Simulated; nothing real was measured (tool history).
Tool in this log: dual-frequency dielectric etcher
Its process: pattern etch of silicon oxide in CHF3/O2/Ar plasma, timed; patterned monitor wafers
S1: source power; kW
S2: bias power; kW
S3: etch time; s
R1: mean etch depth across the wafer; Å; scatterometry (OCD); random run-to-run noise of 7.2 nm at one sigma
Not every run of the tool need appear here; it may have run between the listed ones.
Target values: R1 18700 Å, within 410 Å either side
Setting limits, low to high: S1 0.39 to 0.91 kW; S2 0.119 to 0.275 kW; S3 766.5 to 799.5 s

| run | hour | S1 | S2 | S3 | R1 |
|---|---|---|---|---|---|
| 1 | 0 | 0.65 | 0.197 | 766.5 | 16692 |
| 2 | 7.8 | 0.65 | 0.163 | 766.5 | 15420 |
| 3 | 13.1 | 0.72 | 0.163 | 766.5 | 16090 |
| 4 | 14.7 | 0.72 | 0.128 | 766.5 | 14802 |
| 5 | 23.6 | 0.74 | 0.135 | 768 | 15352 |
| 6 | 30 | 0.74 | 0.135 | 766.5 | 15271 |
| 7 | 33 | 0.76 | 0.141 | 768 | 15655 |
| 8 | 37.3 | 0.77 | 0.147 | 769.5 | 16046 |
| 9 | 40.4 | 0.78 | 0.151 | 770.5 | 16298 |
| 10 | 41.8 | 0.79 | 0.155 | 771.5 | 16437 |
| 11 | 42.3 | 0.8 | 0.16 | 772.5 | 16795 |

Which single option among these 5 for the next run brings every result within its allowed miss of target? Just one does.
| A | 42.8 | 0.91 | 0.187 | 799.5 | ? |
| B | 42.8 | 0.89 | 0.177 | 787 | ? |
| C | 42.8 | 0.74 | 0.186 | 799.5 | ? |
| D | 42.8 | 0.82 | 0.14 | 766.5 | ? |
| E | 42.8 | 0.84 | 0.163 | 799.5 | ? |

| move | R1 |
|---|---|
| A | 19278 |
| B | 18439 |
| C | 17690 |
| D | 15983 |
| E | 17764 |
A: the result that was furthest off in the last run now lies on the other side of its target
B: hits every target within its allowed miss
C: moves toward the targets from the last run without getting all of them in spec
D: misses by more than the last run did
E: moves toward the targets from the last run without getting all of them in spec
B is the move that brings every result within its allowed miss.

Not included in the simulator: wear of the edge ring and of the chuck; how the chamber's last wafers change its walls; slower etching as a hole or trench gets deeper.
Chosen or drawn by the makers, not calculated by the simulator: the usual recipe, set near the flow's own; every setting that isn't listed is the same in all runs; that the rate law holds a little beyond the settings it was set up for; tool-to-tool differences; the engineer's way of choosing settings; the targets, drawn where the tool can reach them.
